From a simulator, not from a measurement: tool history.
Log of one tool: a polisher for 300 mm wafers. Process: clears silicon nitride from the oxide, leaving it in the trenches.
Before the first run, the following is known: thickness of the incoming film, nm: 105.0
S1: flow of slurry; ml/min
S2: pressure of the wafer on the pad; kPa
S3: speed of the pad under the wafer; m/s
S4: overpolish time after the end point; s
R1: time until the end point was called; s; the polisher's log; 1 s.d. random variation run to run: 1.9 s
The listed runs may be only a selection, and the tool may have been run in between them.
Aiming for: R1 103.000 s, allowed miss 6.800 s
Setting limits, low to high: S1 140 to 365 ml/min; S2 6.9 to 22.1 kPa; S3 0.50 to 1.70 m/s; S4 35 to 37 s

Run 1, day 0.000: S1 235 ml/min, S2 14.5 kPa, S3 1.10 m/s, S4 35 s. Result: R1 180.400 s.
Run 2, day 0.208: S1 285 ml/min, S2 14.5 kPa, S3 1.10 m/s, S4 35 s. Result: R1 175.860 s.
Run 3, day 0.438: S1 285 ml/min, S2 15.9 kPa, S3 1.12 m/s, S4 35 s. Result: R1 167.230 s.
Run 4, day 0.517: S1 285 ml/min, S2 17.9 kPa, S3 1.12 m/s, S4 35 s. Result: R1 146.670 s.
Run 5, day 0.558: S1 285 ml/min, S2 18.6 kPa, S3 1.16 m/s, S4 35 s. Result: R1 140.440 s.
Run 6, day 0.667: S1 240 ml/min, S2 18.6 kPa, S3 1.16 m/s, S4 35 s. Result: R1 143.380 s.
Run 7, day 0.946: S1 240 ml/min, S2 19.3 kPa, S3 1.20 m/s, S4 35 s. Result: R1 130.580 s.
Run 8, day 1.217: S1 240 ml/min, S2 20.0 kPa, S3 1.22 m/s, S4 35 s. Result: R1 122.770 s.
Run 9, day 1.408: S1 240 ml/min, S2 20.7 kPa, S3 1.24 m/s, S4 35 s. Result: R1 121.240 s.
Run 10, day 1.529: S1 240 ml/min, S2 20.7 kPa, S3 1.26 m/s, S4 35 s. Result: R1 116.830 s.
Run 11, day 1.600: S1 240 ml/min, S2 20.7 kPa, S3 1.28 m/s, S4 35 s. Result: R1 120.330 s.
Run 12, day 1.792: S1 240 ml/min, S2 20.7 kPa, S3 1.32 m/s, S4 35 s. Result: R1 113.190 s.
Run 13, day 2.104: S1 240 ml/min, S2 20.7 kPa, S3 1.34 m/s, S4 35 s. Result: R1 110.840 s.

4 candidate next runs follow, results not yet known. Just one meets every target within its allowed miss. Identify it.
Run A, day 2.417: S1 250 ml/min, S2 18.6 kPa, S3 1.34 m/s, S4 35 s. Result: R1 ?.
Run B, day 2.417: S1 215 ml/min, S2 18.6 kPa, S3 1.40 m/s, S4 35 s. Result: R1 ?.
Run C, day 2.417: S1 235 ml/min, S2 22.1 kPa, S3 1.56 m/s, S4 35 s. Result: R1 ?.
Run D, day 2.417: S1 270 ml/min, S2 20.7 kPa, S3 1.46 m/s, S4 37 s. Result: R1 ?.

move       R1
   A  120.580
   B  117.650
   C   90.296
   D  100.400
A: the biggest miss grows against the last run
B: the biggest miss grows against the last run
C: carries the result that was furthest off beyond its target, to the other side
D: all results in spec
So the answer is move D, the one that meets all the targets.
